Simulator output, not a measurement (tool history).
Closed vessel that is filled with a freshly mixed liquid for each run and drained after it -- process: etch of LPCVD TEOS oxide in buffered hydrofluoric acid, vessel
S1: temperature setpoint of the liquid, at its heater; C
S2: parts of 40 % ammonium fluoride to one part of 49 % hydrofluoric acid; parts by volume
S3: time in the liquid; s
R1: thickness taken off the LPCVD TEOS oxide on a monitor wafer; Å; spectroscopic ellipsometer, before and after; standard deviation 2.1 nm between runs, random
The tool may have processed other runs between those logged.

{"run": 1, "hour": 0.0, "S1": 25.0, "S2": 24, "S3": 90, "R1": 1709.4}
{"run": 2, "hour": 8.6, "S1": 25.0, "S2": 24, "S3": 100, "R1": 1949.6}
{"run": 3, "hour": 15.1, "S1": 27.5, "S2": 24, "S3": 100, "R1": 2227.1}
{"run": 4, "hour": 18.1, "S1": 24.5, "S2": 24, "S3": 100, "R1": 1876.7}
{"run": 5, "hour": 26.1, "S1": 25.0, "S2": 24, "S3": 100, "R1": 1949.0}
{"run": 6, "hour": 32.4, "S1": 25.0, "S2": 28, "S3": 100, "R1": 1739.9}
{"run": 7, "hour": 33.9, "S1": 25.5, "S2": 28, "S3": 100, "R1": 1780.6}
{"run": 8, "hour": 35.7, "S1": 26.0, "S2": 28, "S3": 100, "R1": 1864.1}

For run 9, what comes out?
{"run": 9, "hour": 40.5, "S1": 26.5, "S2": 28, "S3": 100, "R1": "?"}

Run 9 came out at R1 1893.3 Å.
